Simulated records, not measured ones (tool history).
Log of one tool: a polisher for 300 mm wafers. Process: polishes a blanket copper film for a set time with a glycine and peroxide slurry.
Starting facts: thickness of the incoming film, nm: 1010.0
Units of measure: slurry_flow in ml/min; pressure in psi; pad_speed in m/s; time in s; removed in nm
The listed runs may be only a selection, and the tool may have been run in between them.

run 1 hour=0.0 | slurry_flow=320 pressure=2.5 pad_speed=1.06 time=40 | removed=194.16
run 2 hour=6.1 | slurry_flow=320 pressure=2.9 pad_speed=1.06 time=40 | removed=219.71
run 3 hour=11.1 | slurry_flow=320 pressure=2.5 pad_speed=1.06 time=40 | removed=191.46
run 4 hour=17.5 | slurry_flow=320 pressure=2.5 pad_speed=0.90 time=40 | removed=176.15
run 5 hour=18.9 | slurry_flow=285 pressure=2.5 pad_speed=0.90 time=40 | removed=170.35
run 6 hour=25.8 | slurry_flow=280 pressure=2.3 pad_speed=0.90 time=40 | removed=161.54
run 7 hour=27.7 | slurry_flow=280 pressure=2.3 pad_speed=0.90 time=40 | removed=161.87

What does the tool deliver on the next run?
run 8 hour=36.2 | slurry_flow=280 pressure=1.6 pad_speed=0.88 time=40 | removed=?

{"run 8": {"removed": 124.91}}

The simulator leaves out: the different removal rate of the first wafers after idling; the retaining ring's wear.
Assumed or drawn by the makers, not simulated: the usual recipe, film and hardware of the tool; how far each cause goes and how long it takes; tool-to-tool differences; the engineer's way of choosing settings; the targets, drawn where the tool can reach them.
